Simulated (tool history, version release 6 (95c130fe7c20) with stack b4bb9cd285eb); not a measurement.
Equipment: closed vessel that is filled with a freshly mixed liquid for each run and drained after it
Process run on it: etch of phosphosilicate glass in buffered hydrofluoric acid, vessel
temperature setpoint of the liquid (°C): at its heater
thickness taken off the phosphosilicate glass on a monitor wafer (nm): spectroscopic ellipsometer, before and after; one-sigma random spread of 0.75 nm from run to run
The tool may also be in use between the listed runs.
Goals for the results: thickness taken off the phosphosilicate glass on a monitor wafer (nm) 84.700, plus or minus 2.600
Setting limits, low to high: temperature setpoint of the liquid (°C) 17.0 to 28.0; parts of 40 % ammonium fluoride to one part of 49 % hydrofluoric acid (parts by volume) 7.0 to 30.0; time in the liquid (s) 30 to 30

run    day  temperature setpoint of the liquid (°C)  parts of 40 % ammonium fluoride to one part of 49 % hydrofluoric acid (parts by volume)  time in the liquid (s)  thickness taken off the phosphosilicate glass on a monitor wafer (nm)
  1  0.000                                     20.0                                                                                     20.0                      30                                                                 56.567
  2  0.062                                     20.0                                                                                     22.5                      30                                                                 51.904
  3  0.146                                     17.5                                                                                     22.5                      30                                                                 45.123
  4  0.204                                     17.5                                                                                     18.0                      30                                                                 54.996
  5  0.312                                     17.0                                                                                     18.0                      30                                                                 53.344
  6  0.462                                     17.0                                                                                     13.0                      30                                                                 71.772
  7  0.567                                     20.5                                                                                     13.0                      30                                                                 88.709
  8  0.929                                     20.5                                                                                     13.0                      30                                                                 89.840

Below are 5 possible settings for the next run. Only one of them brings all results inside the allowed miss of their targets. Which is it?
  A  1.292                                     17.5                                                                                     11.5                      30                                                                      ?
  B  1.292                                     18.5                                                                                     10.5                      30                                                                      ?
  C  1.292                                     21.5                                                                                     13.5                      30                                                                      ?
  D  1.292                                     24.0                                                                                     15.0                      30                                                                      ?
  E  1.292                                     19.0                                                                                     11.0                      30                                                                      ?

move  thickness taken off the phosphosilicate glass on a monitor wafer (nm)
   A                                                                 84.063
   B                                                                 97.234
   C                                                                 89.964
   D                                                                 93.093
   E                                                                 95.582
A: each result inside its tolerance
B: the biggest miss grows against the last run
C: no better and no worse than the last run
D: the biggest miss grows against the last run
E: the biggest miss grows against the last run
The move that meets every target is A.
